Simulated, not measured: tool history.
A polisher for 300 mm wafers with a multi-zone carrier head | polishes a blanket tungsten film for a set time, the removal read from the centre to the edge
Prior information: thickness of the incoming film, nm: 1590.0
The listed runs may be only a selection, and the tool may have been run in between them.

run,hour,flow of slurry (ml/min),pressure of the head's centre zone,pressure of the head's middle zone,pressure of the head's edge zone,abrasive content of the slurry,polishing time (s),film removed at the wafer's centre (Å),film removed at mid-radius (Å),film removed at the wafer's edge (Å)
1,0.0,195,1.00,1.00,1.00,1.00,73,4673.8,4687.7,4722.5
2,5.6,200,0.99,1.02,1.02,1.05,75,4804.0,5050.4,5003.1
3,13.0,205,0.99,1.03,1.04,1.10,76,5087.2,5160.7,5080.7
4,17.3,205,0.99,1.03,0.98,1.10,76,5081.0,5202.1,4975.2
5,24.4,200,0.97,1.04,1.00,1.15,79,5248.9,5327.1,5339.5
6,29.9,210,0.95,1.06,1.01,1.15,81,5297.6,5669.9,5601.1
7,36.2,220,0.94,1.08,1.02,1.20,82,5504.5,5935.6,5743.1

Estimate the outcome of run 8 from the log above:
8,41.7,225,0.92,1.10,1.03,1.25,83,?,?,?

{"run 8": {"film removed at the wafer's centre (Å)": 5342.1, "film removed at mid-radius (Å)": 6218.2, "film removed at the wafer's edge (Å)": 6083.0}}

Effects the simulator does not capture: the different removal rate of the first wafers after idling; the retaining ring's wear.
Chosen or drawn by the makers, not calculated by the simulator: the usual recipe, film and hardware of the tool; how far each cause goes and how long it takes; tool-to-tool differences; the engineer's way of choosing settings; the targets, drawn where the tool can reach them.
